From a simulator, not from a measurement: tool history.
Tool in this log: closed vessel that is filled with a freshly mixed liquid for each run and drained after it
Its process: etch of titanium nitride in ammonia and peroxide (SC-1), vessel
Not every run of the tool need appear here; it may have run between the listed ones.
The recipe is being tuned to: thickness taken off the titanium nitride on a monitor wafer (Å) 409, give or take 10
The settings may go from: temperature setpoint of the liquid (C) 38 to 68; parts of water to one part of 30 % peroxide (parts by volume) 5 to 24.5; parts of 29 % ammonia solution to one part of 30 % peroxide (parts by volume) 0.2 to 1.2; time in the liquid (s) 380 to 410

run  hour  temperature setpoint of the liquid (C)  parts of water to one part of 30 % peroxide (parts by volume)  parts of 29 % ammonia solution to one part of 30 % peroxide (parts by volume)  time in the liquid (s)  thickness taken off the titanium nitride on a monitor wafer (Å)
  1     0                                      52                                                           13.5                                                                            0.8                     380                                                           358.29
  2   6.9                                      52                                                           13.5                                                                           0.55                     380                                                           336.36
  3   8.2                                    57.5                                                           13.5                                                                           0.55                     380                                                           488.81
  4  15.4                                    56.5                                                           13.5                                                                           0.55                     380                                                           452.29
  5  19.9                                    56.5                                                           13.5                                                                           0.55                     410                                                           490.84
  6  22.3                                    55.5                                                           13.5                                                                           0.55                     410                                                           459.21
  7  23.6                                      55                                                           13.5                                                                           0.55                     410                                                           446.79
  8  26.9                                    54.5                                                           13.5                                                                           0.55                     410                                                           429.93

Of the 5 settings listed for the next run, only one would bring every result within its allowed miss of target. Which one?
  A  30.2                                      53                                                           12.5                                                                           0.65                     380                                                                ?
  B  30.2                                      53                                                           11.5                                                                            0.8                     410                                                                ?
  C  30.2                                    51.5                                                            7.5                                                                           0.45                     380                                                                ?
  D  30.2                                      48                                                              5                                                                            0.4                     410                                                                ?
  E  30.2                                    55.5                                                             14                                                                            0.5                     380                                                                ?

move  thickness taken off the titanium nitride on a monitor wafer (Å)
   A                                                           382.23
   B                                                           446.17
   C                                                           421.67
   D                                                           425.65
   E                                                            406.9
A: the result that was furthest off in the last run now lies on the other side of its target
B: the biggest miss grows against the last run
C: closer than the last run, but not yet in spec
D: closer than the last run, but not yet in spec
E: meets every target
So the answer is move E, the one that meets all the targets.
